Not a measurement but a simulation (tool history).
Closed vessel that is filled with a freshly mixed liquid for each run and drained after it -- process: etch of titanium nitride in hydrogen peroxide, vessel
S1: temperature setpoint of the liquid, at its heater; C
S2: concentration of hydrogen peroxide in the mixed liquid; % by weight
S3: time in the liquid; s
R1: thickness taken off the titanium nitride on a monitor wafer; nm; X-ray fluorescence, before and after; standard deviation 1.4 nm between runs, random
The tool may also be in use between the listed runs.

run	hour	S1	S2	S3	R1
1	0	49	24	1735	62.024
2	0.6	50	24	1735	66.819
3	8	51	24	1735	71.514
4	15.6	51	27	1735	73.268
5	19.1	51	27	1870	79.591
6	22.5	52	27	1870	84.847
7	24.3	53	27	1870	90.689
8	27.6	53.5	27	1870	93.105
9	33.1	54	27	1870	96.784

For run 10, what comes out?
10	39.2	54.5	27	1870	?

Run 10 came out at R1 101.43 nm.
